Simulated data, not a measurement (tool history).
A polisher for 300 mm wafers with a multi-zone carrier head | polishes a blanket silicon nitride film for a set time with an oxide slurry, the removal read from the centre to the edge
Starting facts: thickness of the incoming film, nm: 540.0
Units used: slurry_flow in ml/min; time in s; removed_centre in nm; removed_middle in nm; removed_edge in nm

Run 1, hour 0.0: slurry_flow 230 ml/min, centre_zone 1.00, middle_zone 1.00, edge_zone 1.00, slurry_solids 1.00, time 49 s. Result: removed_centre 36.321 nm, removed_middle 36.475 nm, removed_edge 36.372 nm.
Run 2, hour 8.4: slurry_flow 230 ml/min, centre_zone 1.04, middle_zone 1.00, edge_zone 1.00, slurry_solids 1.00, time 49 s. Result: removed_centre 37.037 nm, removed_middle 37.103 nm, removed_edge 36.298 nm.
Run 3, hour 16.3: slurry_flow 230 ml/min, centre_zone 1.04, middle_zone 1.00, edge_zone 1.00, slurry_solids 1.00, time 42 s. Result: removed_centre 31.905 nm, removed_middle 31.072 nm, removed_edge 30.670 nm.
Run 4, hour 24.9: slurry_flow 230 ml/min, centre_zone 1.03, middle_zone 1.01, edge_zone 1.02, slurry_solids 1.05, time 43 s. Result: removed_centre 33.595 nm, removed_middle 33.269 nm, removed_edge 32.614 nm.
Run 5, hour 30.9: slurry_flow 230 ml/min, centre_zone 1.03, middle_zone 0.97, edge_zone 1.02, slurry_solids 1.05, time 43 s. Result: removed_centre 33.512 nm, removed_middle 31.995 nm, removed_edge 32.592 nm.
Run 6, hour 38.3: slurry_flow 230 ml/min, centre_zone 1.03, middle_zone 0.97, edge_zone 1.02, slurry_solids 1.05, time 54 s. Result: removed_centre 42.375 nm, removed_middle 40.650 nm, removed_edge 39.479 nm.
Run 7, hour 40.5: slurry_flow 235 ml/min, centre_zone 1.00, middle_zone 0.97, edge_zone 1.04, slurry_solids 1.10, time 54 s. Result: removed_centre 42.393 nm, removed_middle 41.639 nm, removed_edge 41.397 nm.
Run 8, hour 45.7: slurry_flow 280 ml/min, centre_zone 0.91, middle_zone 1.05, edge_zone 1.14, slurry_solids 1.30, time 54 s. Result: removed_centre 41.882 nm, removed_middle 48.374 nm, removed_edge 48.808 nm.
Run 9, hour 53.4: slurry_flow 280 ml/min, centre_zone 0.91, middle_zone 1.05, edge_zone 1.15, slurry_solids 1.30, time 54 s. Result: removed_centre 41.076 nm, removed_middle 49.268 nm, removed_edge 48.025 nm.

Run 10 comes next. What will it give?
Run 10, hour 57.0: slurry_flow 280 ml/min, centre_zone 0.91, middle_zone 1.04, edge_zone 1.15, slurry_solids 1.30, time 54 s. Result: removed_centre ?, removed_middle ?, removed_edge ?.

{"run 10": {"removed_centre": 41.844, "removed_middle": 48.584, "removed_edge": 48.523}}

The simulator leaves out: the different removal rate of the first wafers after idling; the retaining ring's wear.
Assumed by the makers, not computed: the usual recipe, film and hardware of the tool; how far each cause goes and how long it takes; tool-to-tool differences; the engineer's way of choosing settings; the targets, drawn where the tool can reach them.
